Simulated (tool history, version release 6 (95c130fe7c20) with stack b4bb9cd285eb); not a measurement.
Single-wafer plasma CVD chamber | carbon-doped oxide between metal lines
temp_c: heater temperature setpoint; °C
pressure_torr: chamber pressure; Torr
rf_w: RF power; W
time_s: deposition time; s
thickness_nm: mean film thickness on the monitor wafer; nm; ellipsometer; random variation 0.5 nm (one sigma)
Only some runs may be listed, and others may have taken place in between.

Run 1, hour 0.0: temp_c 375 °C, pressure_torr 5.08 Torr, rf_w 510 W, time_s 21.3 s. Result: thickness_nm 105.92 nm.
Run 2, hour 1.9: temp_c 375 °C, pressure_torr 5.08 Torr, rf_w 510 W, time_s 21.3 s. Result: thickness_nm 106.37 nm.
Run 3, hour 5.9: temp_c 375 °C, pressure_torr 5.08 Torr, rf_w 510 W, time_s 21.3 s. Result: thickness_nm 106.93 nm.
Run 4, hour 12.7: temp_c 375 °C, pressure_torr 5.08 Torr, rf_w 510 W, time_s 21.3 s. Result: thickness_nm 107.66 nm.
Run 5, hour 21.3: temp_c 375 °C, pressure_torr 5.85 Torr, rf_w 510 W, time_s 21.3 s. Result: thickness_nm 108.22 nm.
Run 6, hour 28.8: temp_c 375 °C, pressure_torr 5.85 Torr, rf_w 510 W, time_s 21.3 s. Result: thickness_nm 109.66 nm.
Run 7, hour 30.7: temp_c 376 °C, pressure_torr 5.55 Torr, rf_w 505 W, time_s 21.3 s. Result: thickness_nm 106.57 nm.
Run 8, hour 35.5: temp_c 378 °C, pressure_torr 5.42 Torr, rf_w 500 W, time_s 21.3 s. Result: thickness_nm 105.66 nm.
Run 9, hour 41.0: temp_c 379 °C, pressure_torr 5.23 Torr, rf_w 495 W, time_s 21.3 s. Result: thickness_nm 103.57 nm.
Run 10, hour 44.4: temp_c 381 °C, pressure_torr 5.12 Torr, rf_w 495 W, time_s 21.3 s. Result: thickness_nm 103.87 nm.

Predict the results of run 11:
Run 11, hour 51.7: temp_c 381 °C, pressure_torr 4.99 Torr, rf_w 490 W, time_s 21.3 s. Result: thickness_nm ?.

Run 11 yielded thickness_nm 102.82 nm.

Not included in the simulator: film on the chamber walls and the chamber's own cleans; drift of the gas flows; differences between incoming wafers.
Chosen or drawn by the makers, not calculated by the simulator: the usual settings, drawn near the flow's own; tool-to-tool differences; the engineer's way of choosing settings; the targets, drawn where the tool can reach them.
